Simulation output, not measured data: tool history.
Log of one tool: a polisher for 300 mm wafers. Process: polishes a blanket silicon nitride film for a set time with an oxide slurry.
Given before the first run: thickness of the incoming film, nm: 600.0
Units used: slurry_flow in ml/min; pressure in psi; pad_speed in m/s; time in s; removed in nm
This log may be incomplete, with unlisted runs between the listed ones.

run  hour  slurry_flow  pressure  pad_speed  slurry_solids  time  removed
  1     0          315       3.9       1.26              1    93   78.482
  2   3.7          315       3.9        1.4              1    93   83.681
  3  12.5          315       3.8        1.4              1    93   80.899
  4  16.9          315       4.6        1.4              1    93   97.639
  5  21.3          315       4.6       1.26              1    93   91.341
  6  29.6          315       4.5       1.26              1    93   90.791
  7  35.1          315       4.4       1.26              1    93   88.494
  8  42.2          315       4.3       1.26              1    93   87.399
  9  48.8          315       4.2       1.26              1    93   85.488
 10  52.2          315       4.1       1.26              1    93   83.522
 11  57.7          300         3       1.26              1    93    60.72
 12  64.4          305         3       1.26              1    93   61.184

Forecast run 13:
 13    68          310         3       1.26              1    93        ?

removed: 61.279 nm
